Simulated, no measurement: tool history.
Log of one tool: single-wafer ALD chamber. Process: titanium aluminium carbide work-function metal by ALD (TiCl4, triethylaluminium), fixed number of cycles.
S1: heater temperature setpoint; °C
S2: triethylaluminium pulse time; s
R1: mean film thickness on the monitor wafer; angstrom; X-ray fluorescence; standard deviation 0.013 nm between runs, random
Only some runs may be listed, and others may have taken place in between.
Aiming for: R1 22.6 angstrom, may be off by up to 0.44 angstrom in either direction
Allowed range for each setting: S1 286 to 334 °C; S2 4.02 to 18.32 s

run 1 hour=0 | S1=310 S2=11.17 | R1=20.704
run 2 hour=6.2 | S1=310 S2=9.77 | R1=20.373
run 3 hour=7.7 | S1=310 S2=12.45 | R1=20.974
run 4 hour=14.5 | S1=318 S2=12.45 | R1=21.725
run 5 hour=19.6 | S1=319 S2=12.59 | R1=21.605
run 6 hour=26.6 | S1=319 S2=10.29 | R1=21.341
run 7 hour=31.7 | S1=321 S2=10.52 | R1=21.581
run 8 hour=38.3 | S1=322 S2=10.7 | R1=21.569
run 9 hour=45.4 | S1=323 S2=10.93 | R1=21.896
run 10 hour=46 | S1=324 S2=11.04 | R1=21.979
run 11 hour=50.5 | S1=325 S2=11.14 | R1=21.785

Exactly one of the 5 candidate moves below puts every result within its allowed miss. Which one?
run A hour=55 | S1=321 S2=10.23 | R1=?
run B hour=55 | S1=331 S2=12.12 | R1=?
run C hour=55 | S1=318 S2=11.15 | R1=?
run D hour=55 | S1=315 S2=10.86 | R1=?
run E hour=55 | S1=320 S2=11.62 | R1=?

move=A R1=21.433
move=B R1=22.729
move=C R1=21.424
move=D R1=21.099
move=E R1=21.689
A: lands further from the targets than the last run did
B: meets every target
C: lands further from the targets than the last run did
D: lands further from the targets than the last run did
E: lands further from the targets than the last run did
B is the move that brings every result within its allowed miss.

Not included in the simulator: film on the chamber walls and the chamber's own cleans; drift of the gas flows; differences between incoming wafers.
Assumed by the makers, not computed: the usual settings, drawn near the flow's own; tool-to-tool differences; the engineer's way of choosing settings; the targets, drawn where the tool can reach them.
